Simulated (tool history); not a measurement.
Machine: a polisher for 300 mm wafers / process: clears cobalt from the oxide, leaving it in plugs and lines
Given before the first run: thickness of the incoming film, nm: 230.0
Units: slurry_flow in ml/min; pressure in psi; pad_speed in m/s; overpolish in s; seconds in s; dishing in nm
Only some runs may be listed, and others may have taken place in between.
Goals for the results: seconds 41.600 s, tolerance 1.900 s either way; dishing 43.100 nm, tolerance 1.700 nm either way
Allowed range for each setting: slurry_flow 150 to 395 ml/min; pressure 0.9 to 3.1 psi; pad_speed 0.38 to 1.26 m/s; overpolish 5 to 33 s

run,hour,slurry_flow,pressure,pad_speed,overpolish,seconds,dishing
1,0.0,250,2.0,0.82,17,61.778,38.670
2,8.1,250,2.2,0.82,16,56.660,39.242
3,10.8,215,2.2,0.82,16,56.856,39.228
4,16.6,215,2.4,0.82,15,53.624,39.543
5,22.0,215,2.4,0.82,11,54.425,33.102
6,25.9,215,2.4,0.82,16,53.626,41.308
7,32.7,220,2.6,0.84,15,49.428,41.822
8,38.1,220,2.7,0.84,14,46.771,40.469
9,39.1,220,2.8,0.84,14,45.428,41.253
10,46.3,220,2.9,0.84,14,44.912,41.825

Exactly one of the 5 candidate moves below puts every result within its allowed miss. Which one?
A,53.5,210,2.8,0.82,13,?,?
B,53.5,195,2.8,0.80,15,?,?
C,53.5,245,2.8,0.92,14,?,?
D,53.5,200,2.7,0.80,18,?,?
E,53.5,205,3.0,0.78,15,?,?

move,seconds,dishing
A,46.544,39.565
B,47.870,41.976
C,41.895,43.257
D,49.298,45.060
E,45.516,42.994
A: the biggest miss grows against the last run
B: the biggest miss grows against the last run
C: all results land within tolerance of their targets
D: the biggest miss grows against the last run
E: the biggest miss grows against the last run
The right move is C.

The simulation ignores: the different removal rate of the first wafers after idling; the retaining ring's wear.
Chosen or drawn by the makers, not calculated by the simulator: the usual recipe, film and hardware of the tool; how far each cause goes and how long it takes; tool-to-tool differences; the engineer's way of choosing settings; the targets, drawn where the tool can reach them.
